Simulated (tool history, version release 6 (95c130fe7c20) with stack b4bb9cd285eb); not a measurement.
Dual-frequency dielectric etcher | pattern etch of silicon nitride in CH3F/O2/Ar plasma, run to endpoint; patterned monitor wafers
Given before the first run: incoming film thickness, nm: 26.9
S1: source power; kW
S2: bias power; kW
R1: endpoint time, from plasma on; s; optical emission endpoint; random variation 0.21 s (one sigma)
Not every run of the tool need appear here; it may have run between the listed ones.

run    day    S1     S2      R1
  1      0  0.32  0.062  44.974
  2  0.096  0.34  0.063  43.612
  3  0.421  0.35  0.063  43.279
  4  0.508  0.31  0.063  44.915
  5  0.804  0.33  0.064  43.586
  6  0.867  0.34  0.064   43.25
  7  1.179  0.35  0.064  42.639

Run 8, settings as shown, results not yet in. Your forecast:
  8  1.496  0.36  0.064   ?

{"run 8": {"R1": 42.421}}
